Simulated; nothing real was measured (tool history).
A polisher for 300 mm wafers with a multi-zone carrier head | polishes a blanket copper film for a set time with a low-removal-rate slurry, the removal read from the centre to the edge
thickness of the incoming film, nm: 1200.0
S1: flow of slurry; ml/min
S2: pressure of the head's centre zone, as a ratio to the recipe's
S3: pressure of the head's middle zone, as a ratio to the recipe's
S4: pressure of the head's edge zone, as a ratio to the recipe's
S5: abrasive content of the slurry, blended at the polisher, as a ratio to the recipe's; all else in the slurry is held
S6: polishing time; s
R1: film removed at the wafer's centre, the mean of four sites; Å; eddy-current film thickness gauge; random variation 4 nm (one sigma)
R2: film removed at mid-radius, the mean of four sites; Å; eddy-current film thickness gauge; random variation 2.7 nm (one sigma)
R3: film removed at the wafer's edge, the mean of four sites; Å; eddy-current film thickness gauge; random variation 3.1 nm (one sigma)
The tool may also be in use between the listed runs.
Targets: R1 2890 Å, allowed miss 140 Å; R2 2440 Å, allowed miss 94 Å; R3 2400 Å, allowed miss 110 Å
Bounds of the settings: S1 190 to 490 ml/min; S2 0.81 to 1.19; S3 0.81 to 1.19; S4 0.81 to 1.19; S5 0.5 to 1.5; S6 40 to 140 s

| run | hour | S1 | S2 | S3 | S4 | S5 | S6 | R1 | R2 | R3 |
|---|---|---|---|---|---|---|---|---|---|---|
| 1 | 0 | 315 | 1 | 1 | 1 | 1 | 90 | 3077.7 | 3109.4 | 3150.9 |
| 2 | 5.9 | 315 | 1.02 | 0.99 | 0.98 | 0.95 | 88 | 3092.5 | 2989.8 | 3001.6 |
| 3 | 11.1 | 315 | 1.02 | 1.02 | 0.98 | 0.95 | 88 | 3125.1 | 3052.9 | 2981.9 |
| 4 | 12 | 315 | 1.03 | 1.01 | 0.97 | 0.9 | 87 | 3004 | 3053.7 | 2979 |
| 5 | 17.7 | 315 | 1.03 | 1.01 | 0.97 | 0.9 | 74 | 2609.5 | 2570.6 | 2569.6 |
| 6 | 22.9 | 315 | 1.05 | 1 | 0.96 | 0.9 | 74 | 2604 | 2513.1 | 2531.9 |
| 7 | 28.8 | 315 | 1.07 | 1 | 0.95 | 0.9 | 74 | 2711.5 | 2541.4 | 2480.3 |
| 8 | 36.6 | 315 | 1.07 | 1 | 0.95 | 0.9 | 74 | 2635.3 | 2532.9 | 2501.3 |
| 9 | 42.7 | 315 | 1.09 | 0.99 | 0.94 | 0.95 | 74 | 2734.1 | 2595.5 | 2516 |

Which of these 4 next moves meets every target?
| A | 48.8 | 295 | 0.98 | 1.08 | 0.96 | 1.05 | 73 | ? | ? | ? |
| B | 48.8 | 360 | 1.19 | 0.95 | 0.94 | 0.8 | 73 | ? | ? | ? |
| C | 48.8 | 295 | 1.06 | 1.09 | 0.87 | 0.95 | 72 | ? | ? | ? |
| D | 48.8 | 280 | 1.02 | 1.06 | 0.81 | 0.9 | 77 | ? | ? | ? |

| move | R1 | R2 | R3 |
|---|---|---|---|
| A | 2485 | 2703.2 | 2559.8 |
| B | 2927.9 | 2416.7 | 2468.3 |
| C | 2603.2 | 2641.7 | 2375.6 |
| D | 2647.2 | 2737.1 | 2433.7 |
A: further off than the last run
B: meets every target
C: further off than the last run
D: further off than the last run
The right move is B.
